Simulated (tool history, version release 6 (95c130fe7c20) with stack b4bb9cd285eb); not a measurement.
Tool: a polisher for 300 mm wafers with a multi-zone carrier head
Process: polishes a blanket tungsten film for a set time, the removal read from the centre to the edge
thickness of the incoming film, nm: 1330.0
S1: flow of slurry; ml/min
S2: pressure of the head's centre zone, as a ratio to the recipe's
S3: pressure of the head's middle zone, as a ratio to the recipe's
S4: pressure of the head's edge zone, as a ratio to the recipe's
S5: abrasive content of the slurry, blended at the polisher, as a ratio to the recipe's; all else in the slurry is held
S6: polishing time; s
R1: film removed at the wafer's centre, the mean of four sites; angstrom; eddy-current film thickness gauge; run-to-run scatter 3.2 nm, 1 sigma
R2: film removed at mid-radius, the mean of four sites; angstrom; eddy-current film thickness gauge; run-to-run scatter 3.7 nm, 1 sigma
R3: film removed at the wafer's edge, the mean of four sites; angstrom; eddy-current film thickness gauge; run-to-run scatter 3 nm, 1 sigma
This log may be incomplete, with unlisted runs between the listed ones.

run 1 day=0 | S1=290 S2=1 S3=1 S4=1 S5=1 S6=50 | R1=2999.9 R2=2780.3 R3=2714.9
run 2 day=0.083 | S1=290 S2=1 S3=1 S4=1 S5=0.8 S6=50 | R1=2806.7 R2=2653.5 R3=2570.5
run 3 day=0.171 | S1=290 S2=0.97 S3=1.02 S4=1.04 S5=1 S6=53 | R1=3101.4 R2=2971.3 R3=2954.9
run 4 day=0.346 | S1=295 S2=0.95 S3=1.06 S4=1.08 S5=1.15 S6=54 | R1=3196.9 R2=3226.6 R3=3215.4
run 5 day=0.596 | S1=295 S2=0.95 S3=1.06 S4=1.08 S5=1.05 S6=54 | R1=3129.8 R2=3153 R3=3157.3
run 6 day=0.833 | S1=295 S2=0.95 S3=1.06 S4=1.08 S5=0.9 S6=54 | R1=2988.4 R2=3021 R3=2993

Run 7 is up next; what results do you expect?
run 7 day=0.983 | S1=300 S2=0.95 S3=1.09 S4=1.11 S5=1.05 S6=55 | R1=? R2=? R3=?

R1: 3154.6 angstrom
R2: 3291 angstrom
R3: 3242.6 angstrom
